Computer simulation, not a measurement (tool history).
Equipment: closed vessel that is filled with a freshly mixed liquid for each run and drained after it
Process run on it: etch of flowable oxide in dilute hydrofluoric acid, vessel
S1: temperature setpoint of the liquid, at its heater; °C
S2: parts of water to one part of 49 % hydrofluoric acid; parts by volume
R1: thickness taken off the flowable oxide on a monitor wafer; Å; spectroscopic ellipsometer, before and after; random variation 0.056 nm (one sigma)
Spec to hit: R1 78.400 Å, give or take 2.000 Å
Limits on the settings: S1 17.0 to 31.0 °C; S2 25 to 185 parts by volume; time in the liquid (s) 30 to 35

run 1 day=0.000 | S1=23.0 S2=105 time_in_the_liquid_(s)=35 | R1=123.740
run 2 day=0.096 | S1=26.5 S2=105 time_in_the_liquid_(s)=35 | R1=140.880
run 3 day=0.388 | S1=26.5 S2=120 time_in_the_liquid_(s)=35 | R1=119.610
run 4 day=0.554 | S1=26.5 S2=100 time_in_the_liquid_(s)=35 | R1=149.400
run 5 day=0.788 | S1=26.5 S2=100 time_in_the_liquid_(s)=30 | R1=127.400
run 6 day=0.846 | S1=24.5 S2=115 time_in_the_liquid_(s)=30 | R1=100.620
run 7 day=0.971 | S1=23.0 S2=115 time_in_the_liquid_(s)=30 | R1=95.059
run 8 day=1.242 | S1=22.0 S2=115 time_in_the_liquid_(s)=30 | R1=91.063
run 9 day=1.592 | S1=21.0 S2=115 time_in_the_liquid_(s)=30 | R1=87.258
run 10 day=1.712 | S1=20.5 S2=115 time_in_the_liquid_(s)=30 | R1=86.472
-- day=2.004 thermometer replaced
run 11 day=2.004 | S1=20.0 S2=115 time_in_the_liquid_(s)=30 | R1=81.024

Below are 4 possible settings for the next run. Only one of them brings all results inside the allowed miss of their targets. Which is it?
run A day=2.296 | S1=20.5 S2=125 time_in_the_liquid_(s)=30 | R1=?
run B day=2.296 | S1=21.5 S2=120 time_in_the_liquid_(s)=30 | R1=?
run C day=2.296 | S1=20.0 S2=110 time_in_the_liquid_(s)=30 | R1=?
run D day=2.296 | S1=17.0 S2=105 time_in_the_liquid_(s)=30 | R1=?

move=A R1=74.858
move=B R1=81.618
move=C R1=84.739
move=D R1=78.816
A: carries the result that was furthest off beyond its target, to the other side
B: further off than the last run
C: further off than the last run
D: meets every target
D meets every target.
